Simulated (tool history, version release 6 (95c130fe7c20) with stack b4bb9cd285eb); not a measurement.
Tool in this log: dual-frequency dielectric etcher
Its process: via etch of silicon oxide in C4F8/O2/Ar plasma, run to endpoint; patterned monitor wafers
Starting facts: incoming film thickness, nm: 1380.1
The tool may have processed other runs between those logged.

run	hour	source power (kW)	bias power (kW)	endpoint time (s)
1	0.0	2.380	2.327	193.49
2	8.1	2.110	2.196	208.50
3	13.4	1.800	2.196	223.74
4	20.9	1.800	2.586	207.38
5	26.7	2.170	2.586	190.08
6	29.2	1.950	2.488	203.69

Run 7, settings as shown, results not yet in. Your forecast:
7	30.7	1.470	2.271	?

Run 7 yielded endpoint time (s) 241.32.

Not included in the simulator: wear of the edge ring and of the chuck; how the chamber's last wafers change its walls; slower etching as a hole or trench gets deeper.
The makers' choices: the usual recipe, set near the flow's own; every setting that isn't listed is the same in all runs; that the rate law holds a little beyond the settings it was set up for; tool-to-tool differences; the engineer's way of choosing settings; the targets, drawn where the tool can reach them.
